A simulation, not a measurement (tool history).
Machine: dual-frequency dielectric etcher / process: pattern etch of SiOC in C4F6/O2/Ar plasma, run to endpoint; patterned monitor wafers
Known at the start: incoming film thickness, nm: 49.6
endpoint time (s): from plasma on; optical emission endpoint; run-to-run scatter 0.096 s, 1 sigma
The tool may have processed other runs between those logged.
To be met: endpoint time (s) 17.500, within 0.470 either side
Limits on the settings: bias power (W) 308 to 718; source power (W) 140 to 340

{"run": 1, "hour": 0.0, "bias power (W)": 513, "source power (W)": 240, "endpoint time (s)": 19.938}
{"run": 2, "hour": 7.2, "bias power (W)": 583, "source power (W)": 240, "endpoint time (s)": 18.687}
{"run": 3, "hour": 7.7, "bias power (W)": 600, "source power (W)": 240, "endpoint time (s)": 18.488}
{"run": 4, "hour": 13.6, "bias power (W)": 518, "source power (W)": 240, "endpoint time (s)": 19.682}
{"run": 5, "hour": 18.6, "bias power (W)": 550, "source power (W)": 250, "endpoint time (s)": 18.743}
{"run": 6, "hour": 19.3, "bias power (W)": 568, "source power (W)": 250, "endpoint time (s)": 18.579}
{"run": 7, "hour": 26.4, "bias power (W)": 584, "source power (W)": 250, "endpoint time (s)": 18.264}
{"run": 8, "hour": 27.4, "bias power (W)": 595, "source power (W)": 250, "endpoint time (s)": 18.293}
{"run": 9, "hour": 29.3, "bias power (W)": 607, "source power (W)": 250, "endpoint time (s)": 18.081}
{"run": 10, "hour": 33.7, "bias power (W)": 607, "source power (W)": 250, "endpoint time (s)": 18.113}

Exactly one of the 5 candidate moves below puts every result within its allowed miss. Which one?
{"run": "A", "hour": 38.1, "bias power (W)": 541, "source power (W)": 240, "endpoint time (s)": "?"}
{"run": "B", "hour": 38.1, "bias power (W)": 607, "source power (W)": 220, "endpoint time (s)": "?"}
{"run": "C", "hour": 38.1, "bias power (W)": 619, "source power (W)": 220, "endpoint time (s)": "?"}
{"run": "D", "hour": 38.1, "bias power (W)": 590, "source power (W)": 240, "endpoint time (s)": "?"}
{"run": "E", "hour": 38.1, "bias power (W)": 612, "source power (W)": 270, "endpoint time (s)": "?"}

move=A endpoint_time_(s)=19.377
move=B endpoint_time_(s)=18.904
move=C endpoint_time_(s)=18.730
move=D endpoint_time_(s)=18.599
move=E endpoint_time_(s)=17.559
A: misses by more than the last run did
B: misses by more than the last run did
C: misses by more than the last run did
D: misses by more than the last run did
E: meets every target
Go with E: it meets all targets.
